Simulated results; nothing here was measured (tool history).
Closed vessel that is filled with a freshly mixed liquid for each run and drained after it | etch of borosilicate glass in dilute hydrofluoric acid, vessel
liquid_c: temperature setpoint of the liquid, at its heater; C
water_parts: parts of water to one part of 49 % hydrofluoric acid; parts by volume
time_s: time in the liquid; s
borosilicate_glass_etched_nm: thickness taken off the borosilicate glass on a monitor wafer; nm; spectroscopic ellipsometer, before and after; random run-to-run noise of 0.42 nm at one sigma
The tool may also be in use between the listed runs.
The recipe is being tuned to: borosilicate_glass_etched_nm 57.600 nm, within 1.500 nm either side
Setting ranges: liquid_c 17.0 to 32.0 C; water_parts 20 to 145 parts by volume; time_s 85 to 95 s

{"run": 1, "hour": 0.0, "liquid_c": 24.0, "water_parts": 80, "time_s": 85, "borosilicate_glass_etched_nm": 30.743}
{"run": 2, "hour": 8.7, "liquid_c": 24.0, "water_parts": 80, "time_s": 85, "borosilicate_glass_etched_nm": 31.019}
{"run": 3, "hour": 13.9, "liquid_c": 24.0, "water_parts": 95, "time_s": 85, "borosilicate_glass_etched_nm": 25.465}
{"run": 4, "hour": 19.0, "liquid_c": 26.5, "water_parts": 85, "time_s": 85, "borosilicate_glass_etched_nm": 31.674}
{"run": 5, "hour": 21.0, "liquid_c": 26.5, "water_parts": 65, "time_s": 85, "borosilicate_glass_etched_nm": 43.097}
{"run": 6, "hour": 27.7, "liquid_c": 28.0, "water_parts": 65, "time_s": 85, "borosilicate_glass_etched_nm": 45.262}
{"run": 7, "hour": 31.6, "liquid_c": 32.0, "water_parts": 55, "time_s": 85, "borosilicate_glass_etched_nm": 64.215}
{"run": 8, "hour": 34.1, "liquid_c": 31.5, "water_parts": 55, "time_s": 85, "borosilicate_glass_etched_nm": 62.473}
{"run": 9, "hour": 40.3, "liquid_c": 31.0, "water_parts": 55, "time_s": 85, "borosilicate_glass_etched_nm": 61.27}
{"run": 10, "hour": 42.6, "liquid_c": 30.5, "water_parts": 55, "time_s": 85, "borosilicate_glass_etched_nm": 61.071}
{"run": 11, "hour": 50.0, "liquid_c": 30.0, "water_parts": 55, "time_s": 85, "borosilicate_glass_etched_nm": 59.245}

Below are 4 possible settings for the next run. Only one of them brings all results inside the allowed miss of their targets. Which is it?
{"run": "A", "hour": 57.4, "liquid_c": 29.5, "water_parts": 55, "time_s": 90, "borosilicate_glass_etched_nm": "?"}
{"run": "B", "hour": 57.4, "liquid_c": 31.5, "water_parts": 60, "time_s": 90, "borosilicate_glass_etched_nm": "?"}
{"run": "C", "hour": 57.4, "liquid_c": 31.0, "water_parts": 60, "time_s": 95, "borosilicate_glass_etched_nm": "?"}
{"run": "D", "hour": 57.4, "liquid_c": 32.0, "water_parts": 60, "time_s": 85, "borosilicate_glass_etched_nm": "?"}

move=A borosilicate_glass_etched_nm=61.092
move=B borosilicate_glass_etched_nm=60.057
move=C borosilicate_glass_etched_nm=62.186
move=D borosilicate_glass_etched_nm=57.817
A: lands further from the targets than the last run did
B: lands further from the targets than the last run did
C: lands further from the targets than the last run did
D: every result within its allowed miss
Go with D: it meets all targets.
